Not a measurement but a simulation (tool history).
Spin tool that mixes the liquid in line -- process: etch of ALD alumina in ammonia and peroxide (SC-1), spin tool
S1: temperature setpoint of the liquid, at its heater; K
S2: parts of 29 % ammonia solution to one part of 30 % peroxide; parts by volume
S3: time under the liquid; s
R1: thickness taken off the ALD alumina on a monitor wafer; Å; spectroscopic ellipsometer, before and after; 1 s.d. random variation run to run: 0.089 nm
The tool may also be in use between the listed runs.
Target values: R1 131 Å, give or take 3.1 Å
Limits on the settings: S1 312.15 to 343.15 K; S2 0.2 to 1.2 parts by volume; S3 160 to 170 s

| run | hour | S1 | S2 | S3 | R1 |
|---|---|---|---|---|---|
| 1 | 0 | 328.15 | 0.85 | 160 | 79.634 |
| 2 | 3.3 | 329.15 | 0.85 | 160 | 83.36 |
| 3 | 4 | 330.15 | 0.85 | 160 | 88.338 |
| 4 | 11.8 | 331.15 | 0.85 | 160 | 91.93 |
| 5 | 18.3 | 332.15 | 0.85 | 160 | 98.837 |
| 6 | 22.5 | 332.65 | 0.85 | 160 | 100.21 |
| 7 | 26.8 | 333.15 | 0.85 | 160 | 102.18 |
| 8 | 33.9 | 333.65 | 0.85 | 160 | 105.86 |
| 9 | 37 | 334.15 | 0.85 | 160 | 107.44 |
| 10 | 41.1 | 334.65 | 0.85 | 160 | 111.5 |
| 11 | 42.4 | 335.15 | 0.85 | 160 | 114.35 |
|  | 50.6 | new drum of ammonia solution connected |
| 12 | 50.6 | 335.65 | 0.85 | 160 | 116.37 |
| 13 | 55 | 336.15 | 0.85 | 160 | 121.05 |

5 candidate next runs follow, results not yet known. Just one meets every target within its allowed miss. Identify it.
| A | 59.4 | 334.15 | 0.8 | 160 | ? |
| B | 59.4 | 334.15 | 0.75 | 165 | ? |
| C | 59.4 | 338.15 | 0.7 | 160 | ? |
| D | 59.4 | 335.65 | 0.65 | 165 | ? |
| E | 59.4 | 334.65 | 0.55 | 170 | ? |

| move | R1 |
|---|---|
| A | 106.47 |
| B | 109.13 |
| C | 128.56 |
| D | 116.17 |
| E | 112 |
A: further off than the last run
B: further off than the last run
C: each result inside its tolerance
D: further off than the last run
E: further off than the last run
C meets every target.
